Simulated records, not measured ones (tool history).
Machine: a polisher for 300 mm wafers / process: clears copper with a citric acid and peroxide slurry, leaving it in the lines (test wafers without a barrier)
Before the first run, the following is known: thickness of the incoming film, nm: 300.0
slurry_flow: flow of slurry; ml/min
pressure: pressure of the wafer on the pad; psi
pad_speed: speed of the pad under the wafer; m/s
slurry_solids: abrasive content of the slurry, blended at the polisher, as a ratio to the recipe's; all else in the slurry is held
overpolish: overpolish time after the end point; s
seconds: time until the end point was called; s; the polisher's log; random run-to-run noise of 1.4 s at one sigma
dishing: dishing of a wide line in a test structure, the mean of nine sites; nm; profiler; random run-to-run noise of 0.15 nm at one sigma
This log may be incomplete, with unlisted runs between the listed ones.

{"run": 1, "day": 0.0, "slurry_flow": 285, "pressure": 3.6, "pad_speed": 1.36, "slurry_solids": 1, "overpolish": 17, "seconds": 85.236, "dishing": 43.032}
{"run": 2, "day": 0.096, "slurry_flow": 285, "pressure": 3.3, "pad_speed": 1.36, "slurry_solids": 1, "overpolish": 15, "seconds": 92.411, "dishing": 36.032}
{"run": 3, "day": 0.396, "slurry_flow": 285, "pressure": 3, "pad_speed": 1.36, "slurry_solids": 1, "overpolish": 13, "seconds": 102.07, "dishing": 28.207}
{"run": 4, "day": 0.567, "slurry_flow": 285, "pressure": 2.8, "pad_speed": 1.38, "slurry_solids": 1, "overpolish": 12, "seconds": 106.53, "dishing": 25.859}
{"run": 5, "day": 0.833, "slurry_flow": 285, "pressure": 2.8, "pad_speed": 1.38, "slurry_solids": 0.95, "overpolish": 12, "seconds": 106.97, "dishing": 24.977}
{"run": 6, "day": 1.067, "slurry_flow": 285, "pressure": 2.8, "pad_speed": 1.38, "slurry_solids": 0.75, "overpolish": 12, "seconds": 112.92, "dishing": 24.558}
{"run": 7, "day": 1.196, "slurry_flow": 280, "pressure": 2.6, "pad_speed": 1.38, "slurry_solids": 0.85, "overpolish": 11, "seconds": 120.51, "dishing": 21.173}
{"run": 8, "day": 1.529, "slurry_flow": 265, "pressure": 2.4, "pad_speed": 1.44, "slurry_solids": 0.85, "overpolish": 10, "seconds": 124.45, "dishing": 18.413}

What will run 9 give?
{"run": 9, "day": 1.854, "slurry_flow": 250, "pressure": 2.3, "pad_speed": 1.54, "slurry_solids": 0.8, "overpolish": 9, "seconds": "?", "dishing": "?"}

{"run 9": {"seconds": 122.68, "dishing": 16.894}}
